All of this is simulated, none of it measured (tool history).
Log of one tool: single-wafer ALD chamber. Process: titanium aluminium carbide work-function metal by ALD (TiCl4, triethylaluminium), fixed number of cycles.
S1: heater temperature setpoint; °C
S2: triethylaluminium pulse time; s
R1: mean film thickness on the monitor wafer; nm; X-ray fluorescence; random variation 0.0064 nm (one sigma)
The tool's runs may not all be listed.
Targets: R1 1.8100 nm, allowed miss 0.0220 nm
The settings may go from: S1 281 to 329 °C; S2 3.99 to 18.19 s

{"run": 1, "hour": 0.0, "S1": 305, "S2": 11.09, "R1": 1.9101}
{"run": 2, "hour": 5.2, "S1": 305, "S2": 12.8, "R1": 1.9365}
{"run": 3, "hour": 6.1, "S1": 301, "S2": 12.53, "R1": 1.8938}
{"run": 4, "hour": 9.8, "S1": 299, "S2": 12.38, "R1": 1.8877}
{"run": 5, "hour": 13.0, "S1": 299, "S2": 14.17, "R1": 1.899}
{"run": 6, "hour": 15.5, "S1": 307, "S2": 14.17, "R1": 1.9564}
{"run": 7, "hour": 22.0, "S1": 302, "S2": 13.7, "R1": 1.9071}
{"run": 8, "hour": 28.7, "S1": 299, "S2": 13.47, "R1": 1.8963}
{"run": 9, "hour": 33.4, "S1": 296, "S2": 13.16, "R1": 1.8721}
{"run": 10, "hour": 34.3, "S1": 296, "S2": 13.16, "R1": 1.8693}
{"run": 11, "hour": 35.3, "S1": 294, "S2": 12.97, "R1": 1.8519}

Which of these 5 next moves meets every target?
{"run": "A", "hour": 36.3, "S1": 287, "S2": 14.39, "R1": "?"}
{"run": "B", "hour": 36.3, "S1": 281, "S2": 13.3, "R1": "?"}
{"run": "C", "hour": 36.3, "S1": 296, "S2": 14.11, "R1": "?"}
{"run": "D", "hour": 36.3, "S1": 300, "S2": 10.61, "R1": "?"}
{"run": "E", "hour": 36.3, "S1": 293, "S2": 14.42, "R1": "?"}

move=A R1=1.8076
move=B R1=1.7581
move=C R1=1.8727
move=D R1=1.8712
move=E R1=1.8520
A: meets every target
B: takes the result that was furthest off past its target
C: further off than the last run
D: further off than the last run
E: as far off as the last run
Answer: A

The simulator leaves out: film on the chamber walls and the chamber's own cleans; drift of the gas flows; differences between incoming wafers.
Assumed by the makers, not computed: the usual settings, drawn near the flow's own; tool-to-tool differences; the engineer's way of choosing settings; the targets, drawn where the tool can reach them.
